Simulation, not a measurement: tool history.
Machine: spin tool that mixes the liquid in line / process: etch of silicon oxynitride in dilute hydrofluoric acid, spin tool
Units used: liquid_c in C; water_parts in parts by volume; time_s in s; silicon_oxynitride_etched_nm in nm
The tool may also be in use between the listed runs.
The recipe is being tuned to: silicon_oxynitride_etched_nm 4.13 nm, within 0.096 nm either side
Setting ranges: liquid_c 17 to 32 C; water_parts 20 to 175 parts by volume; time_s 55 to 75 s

{"run": 1, "hour": 0.0, "liquid_c": 24, "water_parts": 95, "time_s": 75, "silicon_oxynitride_etched_nm": 1.8879}
{"run": 2, "hour": 7.0, "liquid_c": 26, "water_parts": 85, "time_s": 75, "silicon_oxynitride_etched_nm": 2.2865}
{"run": 3, "hour": 11.0, "liquid_c": 27.5, "water_parts": 75, "time_s": 75, "silicon_oxynitride_etched_nm": 2.8139}
{"run": 4, "hour": 13.8, "liquid_c": 27.5, "water_parts": 105, "time_s": 75, "silicon_oxynitride_etched_nm": 1.9718}
{"run": 5, "hour": 16.1, "liquid_c": 27.5, "water_parts": 105, "time_s": 55, "silicon_oxynitride_etched_nm": 1.426}
{"run": 6, "hour": 24.2, "liquid_c": 28.5, "water_parts": 90, "time_s": 55, "silicon_oxynitride_etched_nm": 1.7766}
{"run": 7, "hour": 26.8, "liquid_c": 28.5, "water_parts": 70, "time_s": 55, "silicon_oxynitride_etched_nm": 2.3473}
{"run": 8, "hour": 33.2, "liquid_c": 29, "water_parts": 60, "time_s": 55, "silicon_oxynitride_etched_nm": 2.843}
{"run": 9, "hour": 39.6, "liquid_c": 29.5, "water_parts": 55, "time_s": 55, "silicon_oxynitride_etched_nm": 3.1931}
{"run": 10, "hour": 40.3, "liquid_c": 30, "water_parts": 50, "time_s": 55, "silicon_oxynitride_etched_nm": 3.584}
{"run": 11, "hour": 45.4, "liquid_c": 30.5, "water_parts": 50, "time_s": 55, "silicon_oxynitride_etched_nm": 3.6914}
{"run": 12, "hour": 46.1, "liquid_c": 31, "water_parts": 50, "time_s": 55, "silicon_oxynitride_etched_nm": 3.7862}
{"run": 13, "hour": 50.6, "liquid_c": 31.5, "water_parts": 50, "time_s": 55, "silicon_oxynitride_etched_nm": 3.8447}
{"run": 14, "hour": 54.7, "liquid_c": 32, "water_parts": 50, "time_s": 55, "silicon_oxynitride_etched_nm": 3.9499}

4 next moves are on the table. One of them brings every result within its allowed miss. Which?
{"run": "A", "hour": 58.8, "liquid_c": 31, "water_parts": 50, "time_s": 60, "silicon_oxynitride_etched_nm": "?"}
{"run": "B", "hour": 58.8, "liquid_c": 31.5, "water_parts": 55, "time_s": 60, "silicon_oxynitride_etched_nm": "?"}
{"run": "C", "hour": 58.8, "liquid_c": 31, "water_parts": 60, "time_s": 65, "silicon_oxynitride_etched_nm": "?"}
{"run": "D", "hour": 58.8, "liquid_c": 31, "water_parts": 55, "time_s": 60, "silicon_oxynitride_etched_nm": "?"}

move=A silicon_oxynitride_etched_nm=4.0934
move=B silicon_oxynitride_etched_nm=3.7874
move=C silicon_oxynitride_etched_nm=3.6559
move=D silicon_oxynitride_etched_nm=3.7014
A: meets every target
B: lands further from the targets than the last run did
C: lands further from the targets than the last run did
D: lands further from the targets than the last run did
The right move is A.

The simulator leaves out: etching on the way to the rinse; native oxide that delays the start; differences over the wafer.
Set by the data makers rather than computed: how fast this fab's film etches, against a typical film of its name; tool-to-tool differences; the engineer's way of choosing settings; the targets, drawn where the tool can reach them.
